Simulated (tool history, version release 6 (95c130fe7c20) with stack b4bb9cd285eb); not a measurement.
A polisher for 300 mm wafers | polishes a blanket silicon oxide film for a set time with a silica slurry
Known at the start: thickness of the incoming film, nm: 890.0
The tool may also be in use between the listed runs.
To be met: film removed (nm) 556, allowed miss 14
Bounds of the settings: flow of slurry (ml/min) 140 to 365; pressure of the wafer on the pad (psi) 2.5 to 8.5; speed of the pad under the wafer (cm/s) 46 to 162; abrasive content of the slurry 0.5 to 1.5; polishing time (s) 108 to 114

| run | hour | flow of slurry (ml/min) | pressure of the wafer on the pad (psi) | speed of the pad under the wafer (cm/s) | abrasive content of the slurry | polishing time (s) | film removed (nm) |
|---|---|---|---|---|---|---|---|
| 1 | 0 | 235 | 5.5 | 104 | 1 | 108 | 388.44 |
| 2 | 6.6 | 240 | 5.8 | 104 | 1 | 108 | 405.09 |
| 3 | 12.2 | 240 | 6.1 | 104 | 1 | 108 | 426.89 |
| 4 | 15.6 | 240 | 6.4 | 104 | 1 | 108 | 442.21 |
|  | 17.5 | slurry blender recalibrated |
| 5 | 17.5 | 240 | 5.2 | 104 | 1 | 108 | 421.64 |
| 6 | 26.5 | 240 | 5.2 | 104 | 1 | 114 | 445.91 |
| 7 | 30.5 | 255 | 5.4 | 104 | 1 | 114 | 461.87 |
| 8 | 36.9 | 270 | 5.5 | 104 | 1 | 114 | 478.72 |
| 9 | 44.9 | 280 | 5.5 | 104 | 1 | 114 | 473.71 |

5 next moves are on the table. One of them brings every result within its allowed miss. Which?
| A | 52.9 | 320 | 4.7 | 140 | 1.15 | 112 | ? |
| B | 52.9 | 340 | 4.3 | 128 | 1.3 | 110 | ? |
| C | 52.9 | 285 | 5.9 | 128 | 0.95 | 108 | ? |
| D | 52.9 | 275 | 8.2 | 74 | 1 | 111 | ? |
| E | 52.9 | 280 | 6.1 | 106 | 1.05 | 112 | ? |

| move | film removed (nm) |
|---|---|
| A | 546.05 |
| B | 502.75 |
| C | 526.44 |
| D | 526.13 |
| E | 529.63 |
A: meets every target
B: nearer than the last run, and not there yet
C: nearer than the last run, and not there yet
D: nearer than the last run, and not there yet
E: nearer than the last run, and not there yet
Move A is the one to make.
